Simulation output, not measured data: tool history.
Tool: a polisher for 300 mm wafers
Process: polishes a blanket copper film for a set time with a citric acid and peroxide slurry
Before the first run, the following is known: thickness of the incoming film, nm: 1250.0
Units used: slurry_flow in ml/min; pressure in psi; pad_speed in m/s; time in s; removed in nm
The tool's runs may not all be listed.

run  hour  slurry_flow  pressure  pad_speed  slurry_solids  time  removed
  1     0          240       3.9       0.78              1   112    259.8
  2     7          240       4.1       0.78              1   112   269.17
  3  14.4          240       4.3       0.78              1   112   277.92
  4  19.8          240       3.5       0.78              1   112   227.86
  5  27.7          240       2.9       0.78              1   112    194.1
  6  28.7          240       2.9       0.78            1.1   112   194.35
  7  30.5          240         4       0.82            1.1   112   277.46
  8  33.4          240       4.2       0.82            1.1   112   287.89
  9  36.9          240       4.2       0.82            1.1   112   293.61

Run 10 comes next. What will it give?
 10  43.2          240       4.3       0.82            1.1   112        ?

{"run 10": {"removed": 291.27}}

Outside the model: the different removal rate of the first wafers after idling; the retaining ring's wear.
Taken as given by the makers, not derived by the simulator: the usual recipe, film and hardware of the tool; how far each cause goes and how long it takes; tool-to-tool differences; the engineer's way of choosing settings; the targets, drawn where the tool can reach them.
